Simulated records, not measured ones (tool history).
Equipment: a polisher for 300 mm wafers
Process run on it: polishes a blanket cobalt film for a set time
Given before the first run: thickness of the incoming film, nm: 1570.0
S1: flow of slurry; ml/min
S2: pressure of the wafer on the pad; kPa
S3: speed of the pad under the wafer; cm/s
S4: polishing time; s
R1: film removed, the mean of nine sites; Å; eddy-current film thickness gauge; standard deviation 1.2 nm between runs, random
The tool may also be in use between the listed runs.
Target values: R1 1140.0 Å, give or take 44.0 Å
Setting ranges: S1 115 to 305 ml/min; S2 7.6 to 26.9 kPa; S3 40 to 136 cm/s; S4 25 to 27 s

run	hour	S1	S2	S3	S4	R1
1	0.0	195	17.2	88	27	1732.5
2	7.1	195	15.2	88	27	1555.2
3	11.9	210	15.2	88	27	1598.4
4	13.3	210	17.2	88	27	1731.2
5	22.0	210	17.2	88	27	1736.3
6	30.1	210	14.5	88	27	1510.2
7	30.8	210	13.1	88	27	1389.5
8	33.0	210	11.7	88	27	1309.3
9	36.3	210	11.0	88	27	1234.4

Which single option among these 4 for the next run brings every result within its allowed miss of target? Just one does.
A	39.6	235	9.7	90	25	?
B	39.6	210	9.0	86	27	?
C	39.6	240	11.7	72	25	?
D	39.6	195	11.7	82	25	?

move	R1
A	1082.1
B	1060.1
C	1072.9
D	1140.8
A: carries the result that was furthest off beyond its target, to the other side
B: carries the result that was furthest off beyond its target, to the other side
C: carries the result that was furthest off beyond its target, to the other side
D: all results in spec
Correct choice: D, which meets every target

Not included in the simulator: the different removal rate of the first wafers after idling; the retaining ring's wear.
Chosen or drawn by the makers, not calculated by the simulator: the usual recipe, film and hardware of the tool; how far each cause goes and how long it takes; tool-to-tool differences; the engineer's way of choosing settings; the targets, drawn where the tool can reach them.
